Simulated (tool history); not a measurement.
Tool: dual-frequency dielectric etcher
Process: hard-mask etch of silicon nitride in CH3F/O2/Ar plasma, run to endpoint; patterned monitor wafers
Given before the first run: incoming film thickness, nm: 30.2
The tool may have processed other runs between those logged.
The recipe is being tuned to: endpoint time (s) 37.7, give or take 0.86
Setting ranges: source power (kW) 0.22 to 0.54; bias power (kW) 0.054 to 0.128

run	hour	source power (kW)	bias power (kW)	endpoint time (s)
1	0	0.38	0.091	43.149
2	3.4	0.39	0.092	42.545
3	4.6	0.39	0.077	45.916
4	9.1	0.44	0.077	43.802
5	12.3	0.44	0.064	47.117
6	14.1	0.44	0.057	49.439
7	21	0.52	0.075	41.371
8	25.8	0.52	0.077	40.48
9	27.4	0.52	0.078	40.987
10	28.6	0.52	0.08	40.505

Exactly one of the 4 candidate moves below puts every result within its allowed miss. Which one?
A	29.8	0.54	0.09	?
B	29.8	0.5	0.075	?
C	29.8	0.47	0.081	?
D	29.8	0.5	0.107	?

move	endpoint time (s)
A	37.746
B	41.996
C	41.668
D	36.148
A: every result within its allowed miss
B: lands further from the targets than the last run did
C: lands further from the targets than the last run did
D: pushes the last run's worst result past its target
Answer: A
